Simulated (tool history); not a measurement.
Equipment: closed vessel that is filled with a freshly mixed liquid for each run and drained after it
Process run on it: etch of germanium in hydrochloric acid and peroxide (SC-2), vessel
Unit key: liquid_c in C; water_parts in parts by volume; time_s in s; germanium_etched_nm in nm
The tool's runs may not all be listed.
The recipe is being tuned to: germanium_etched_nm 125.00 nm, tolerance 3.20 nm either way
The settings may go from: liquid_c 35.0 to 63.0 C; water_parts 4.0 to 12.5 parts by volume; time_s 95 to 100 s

{"run": 1, "day": 0.0, "liquid_c": 47.0, "water_parts": 7.0, "time_s": 95, "germanium_etched_nm": 182.17}
{"run": 2, "day": 0.333, "liquid_c": 45.5, "water_parts": 7.0, "time_s": 95, "germanium_etched_nm": 173.37}
{"run": 3, "day": 0.458, "liquid_c": 45.5, "water_parts": 7.0, "time_s": 100, "germanium_etched_nm": 182.55}
{"run": 4, "day": 0.654, "liquid_c": 49.5, "water_parts": 7.0, "time_s": 100, "germanium_etched_nm": 208.7}
{"run": 5, "day": 0.883, "liquid_c": 47.5, "water_parts": 7.0, "time_s": 100, "germanium_etched_nm": 195.21}
{"run": 6, "day": 0.967, "liquid_c": 47.5, "water_parts": 5.0, "time_s": 100, "germanium_etched_nm": 196.96}
{"run": 7, "day": 1.338, "liquid_c": 39.5, "water_parts": 5.5, "time_s": 95, "germanium_etched_nm": 142.25}
{"run": 8, "day": 1.496, "liquid_c": 39.0, "water_parts": 5.5, "time_s": 95, "germanium_etched_nm": 139.5}
{"run": 9, "day": 1.633, "liquid_c": 38.5, "water_parts": 5.5, "time_s": 95, "germanium_etched_nm": 137.2}
{"run": 10, "day": 1.942, "liquid_c": 38.0, "water_parts": 5.5, "time_s": 95, "germanium_etched_nm": 134.82}
{"run": 11, "day": 2.008, "liquid_c": 38.0, "water_parts": 5.5, "time_s": 95, "germanium_etched_nm": 134.77}
{"run": 12, "day": 2.188, "liquid_c": 37.5, "water_parts": 5.5, "time_s": 95, "germanium_etched_nm": 132.57}

Consider the 4 candidate settings below. Which is the only one whose results all fall within their allowed miss of target?
{"run": "A", "day": 2.367, "liquid_c": 39.5, "water_parts": 7.5, "time_s": 100, "germanium_etched_nm": "?"}
{"run": "B", "day": 2.367, "liquid_c": 39.5, "water_parts": 7.5, "time_s": 95, "germanium_etched_nm": "?"}
{"run": "C", "day": 2.367, "liquid_c": 40.0, "water_parts": 4.5, "time_s": 95, "germanium_etched_nm": "?"}
{"run": "D", "day": 2.367, "liquid_c": 35.5, "water_parts": 4.0, "time_s": 95, "germanium_etched_nm": "?"}

move=A germanium_etched_nm=147.77
move=B germanium_etched_nm=140.38
move=C germanium_etched_nm=144.81
move=D germanium_etched_nm=123.46
A: misses by more than the last run did
B: misses by more than the last run did
C: misses by more than the last run did
D: every result within its allowed miss
The right move is D.

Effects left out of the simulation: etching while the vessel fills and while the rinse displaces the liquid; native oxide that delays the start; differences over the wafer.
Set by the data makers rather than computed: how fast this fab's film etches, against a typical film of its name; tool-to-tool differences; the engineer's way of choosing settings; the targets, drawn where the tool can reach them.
